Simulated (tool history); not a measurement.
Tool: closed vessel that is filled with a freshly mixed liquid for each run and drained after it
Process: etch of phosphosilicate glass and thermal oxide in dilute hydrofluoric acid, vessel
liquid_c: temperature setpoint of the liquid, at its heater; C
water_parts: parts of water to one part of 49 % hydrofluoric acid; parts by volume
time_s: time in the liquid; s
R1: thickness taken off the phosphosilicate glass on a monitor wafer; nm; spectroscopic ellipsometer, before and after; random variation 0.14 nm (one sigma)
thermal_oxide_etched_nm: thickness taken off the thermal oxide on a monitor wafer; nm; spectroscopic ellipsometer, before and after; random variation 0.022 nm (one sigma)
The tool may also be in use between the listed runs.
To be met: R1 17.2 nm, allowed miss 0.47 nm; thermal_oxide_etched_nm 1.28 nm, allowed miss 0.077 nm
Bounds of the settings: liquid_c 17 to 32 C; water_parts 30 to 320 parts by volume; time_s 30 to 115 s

Run 1, hour 0: liquid_c 24 C, water_parts 175 parts by volume, time_s 60 s. Result: R1 20.03 nm, thermal_oxide_etched_nm 1.4782 nm.
Run 2, hour 2.1: liquid_c 23 C, water_parts 175 parts by volume, time_s 60 s. Result: R1 19.294 nm, thermal_oxide_etched_nm 1.4048 nm.
Run 3, hour 10.9: liquid_c 23 C, water_parts 200 parts by volume, time_s 60 s. Result: R1 16.443 nm, thermal_oxide_etched_nm 1.2097 nm.
Run 4, hour 18.4: liquid_c 23 C, water_parts 240 parts by volume, time_s 60 s. Result: R1 13.208 nm, thermal_oxide_etched_nm 1.0112 nm.
Run 5, hour 25.7: liquid_c 25 C, water_parts 235 parts by volume, time_s 60 s. Result: R1 14.328 nm, thermal_oxide_etched_nm 1.0735 nm.
Run 6, hour 29.4: liquid_c 26.5 C, water_parts 235 parts by volume, time_s 60 s. Result: R1 15.303 nm, thermal_oxide_etched_nm 1.1546 nm.
Run 7, hour 32.8: liquid_c 27.5 C, water_parts 235 parts by volume, time_s 60 s. Result: R1 15.685 nm, thermal_oxide_etched_nm 1.1795 nm.
Run 8, hour 39.3: liquid_c 28.5 C, water_parts 235 parts by volume, time_s 60 s. Result: R1 16.096 nm, thermal_oxide_etched_nm 1.1863 nm.

5 next moves are on the table. One of them brings every result within its allowed miss. Which?
Run A, hour 45.8: liquid_c 29 C, water_parts 205 parts by volume, time_s 45 s. Result: R1 ?, thermal_oxide_etched_nm ?.
Run B, hour 45.8: liquid_c 26.5 C, water_parts 300 parts by volume, time_s 80 s. Result: R1 ?, thermal_oxide_etched_nm ?.
Run C, hour 45.8: liquid_c 28.5 C, water_parts 240 parts by volume, time_s 65 s. Result: R1 ?, thermal_oxide_etched_nm ?.
Run D, hour 45.8: liquid_c 29.5 C, water_parts 230 parts by volume, time_s 55 s. Result: R1 ?, thermal_oxide_etched_nm ?.
Run E, hour 45.8: liquid_c 30 C, water_parts 210 parts by volume, time_s 45 s. Result: R1 ?, thermal_oxide_etched_nm ?.

move      R1  thermal_oxide_etched_nm
   A  14.886                   1.1239
   B  14.859                   1.1219
   C  17.286                   1.3051
   D   15.98                   1.2065
   E  14.938                   1.1279
A: further off than the last run
B: further off than the last run
C: meets every target
D: further off than the last run
E: further off than the last run
Move C is the one to make.
